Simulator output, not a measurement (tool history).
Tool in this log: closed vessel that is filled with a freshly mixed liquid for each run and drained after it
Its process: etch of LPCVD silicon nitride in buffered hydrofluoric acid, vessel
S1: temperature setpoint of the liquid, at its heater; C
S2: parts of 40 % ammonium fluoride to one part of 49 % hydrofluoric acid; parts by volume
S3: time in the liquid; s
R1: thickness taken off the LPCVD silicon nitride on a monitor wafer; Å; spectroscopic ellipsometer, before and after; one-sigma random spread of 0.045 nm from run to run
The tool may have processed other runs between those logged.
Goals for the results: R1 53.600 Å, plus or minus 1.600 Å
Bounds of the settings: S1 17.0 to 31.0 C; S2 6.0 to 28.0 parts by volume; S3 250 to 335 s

run,hour,S1,S2,S3,R1
1,0.0,23.0,17.0,335,28.352
2,5.8,24.5,16.0,335,32.910
3,14.3,26.0,15.5,335,36.386
4,21.8,27.0,15.0,335,40.430
5,26.4,27.0,15.0,250,29.610
6,29.8,27.0,18.0,250,24.895
7,31.1,27.5,16.5,250,27.793
8,35.1,28.0,15.0,250,31.299
9,37.9,28.5,13.5,250,35.688
10,46.3,29.0,12.5,250,39.575
11,51.2,29.5,12.0,250,42.016
12,57.1,30.0,11.5,250,45.714
13,61.3,30.0,11.0,250,47.082
14,64.8,30.0,10.5,250,49.133
15,67.4,30.5,10.0,250,51.778

Which of these 5 next moves meets every target?
A,70.0,30.0,13.0,310,?
B,70.0,29.0,11.5,335,?
C,70.0,30.5,11.5,290,?
D,70.0,28.5,9.5,260,?
E,70.0,31.0,12.0,315,?

move,R1
A,50.733
B,58.609
C,54.896
D,51.579
E,58.723
A: the biggest miss grows against the last run
B: pushes the last run's worst result past its target
C: hits every target within its allowed miss
D: the biggest miss grows against the last run
E: pushes the last run's worst result past its target
Answer: C
